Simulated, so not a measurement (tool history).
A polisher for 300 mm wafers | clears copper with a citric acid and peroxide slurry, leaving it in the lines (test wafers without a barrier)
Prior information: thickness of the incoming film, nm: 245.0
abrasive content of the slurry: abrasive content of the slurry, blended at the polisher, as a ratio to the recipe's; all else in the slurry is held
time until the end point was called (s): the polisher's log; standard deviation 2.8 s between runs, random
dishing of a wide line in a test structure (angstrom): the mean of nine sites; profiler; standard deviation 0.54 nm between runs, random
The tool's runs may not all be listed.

| run | day | flow of slurry (ml/min) | pressure of the wafer on the pad (kPa) | speed of the pad under the wafer (m/s) | abrasive content of the slurry | overpolish time after the end point (s) | time until the end point was called (s) | dishing of a wide line in a test structure (angstrom) |
|---|---|---|---|---|---|---|---|---|
| 1 | 0 | 195 | 15.2 | 1.18 | 1 | 24 | 183.67 | 266.98 |
| 2 | 0.242 | 195 | 15.2 | 1.18 | 1 | 27 | 178.72 | 285.63 |
| 3 | 0.308 | 190 | 14.5 | 1.18 | 1 | 31 | 192.98 | 319.37 |
| 4 | 0.596 | 185 | 14.5 | 1.18 | 1 | 32 | 190.21 | 314.97 |
| 5 | 0.679 | 185 | 14.5 | 1.18 | 1 | 26 | 190.83 | 271.08 |
|  | 0.771 | worn pad replaced by a new one |
| 6 | 0.771 | 185 | 14.5 | 1.18 | 1.15 | 26 | 162.29 | 312.43 |
| 7 | 0.933 | 185 | 13.8 | 1.18 | 1.15 | 29 | 171.23 | 314.47 |
| 8 | 1.204 | 185 | 13.1 | 1.18 | 1.15 | 32 | 179.41 | 332.83 |
| 9 | 1.392 | 185 | 12.4 | 1.18 | 1.15 | 34 | 188.84 | 333.06 |

What does the tool deliver on the next run?
| 10 | 1.708 | 185 | 12.4 | 1.18 | 1.15 | 36 | ? | ? |

Run 10 produced time until the end point was called (s) 195.54, dishing of a wide line in a test structure (angstrom) 352.88.
